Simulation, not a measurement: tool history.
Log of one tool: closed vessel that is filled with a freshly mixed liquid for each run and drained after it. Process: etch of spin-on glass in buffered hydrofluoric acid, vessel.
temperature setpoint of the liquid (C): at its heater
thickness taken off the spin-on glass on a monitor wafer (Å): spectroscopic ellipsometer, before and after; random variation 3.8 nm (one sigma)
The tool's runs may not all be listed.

| run | hour | temperature setpoint of the liquid (C) | parts of 40 % ammonium fluoride to one part of 49 % hydrofluoric acid (parts by volume) | time in the liquid (s) | thickness taken off the spin-on glass on a monitor wafer (Å) |
|---|---|---|---|---|---|
| 1 | 0 | 22 | 10 | 100 | 2709.6 |
| 2 | 1.7 | 22 | 12.5 | 100 | 2191.2 |
| 3 | 3.9 | 18.5 | 12.5 | 100 | 1794.6 |
| 4 | 12.4 | 22 | 11.5 | 100 | 2399.4 |
| 5 | 18 | 22 | 11.5 | 110 | 2597.4 |
| 6 | 25.6 | 24.5 | 11 | 110 | 3109.6 |

The next listed run, before its measurement:
| 7 | 29.9 | 26 | 10.5 | 110 | ? |

thickness taken off the spin-on glass on a monitor wafer (Å): 3540.1
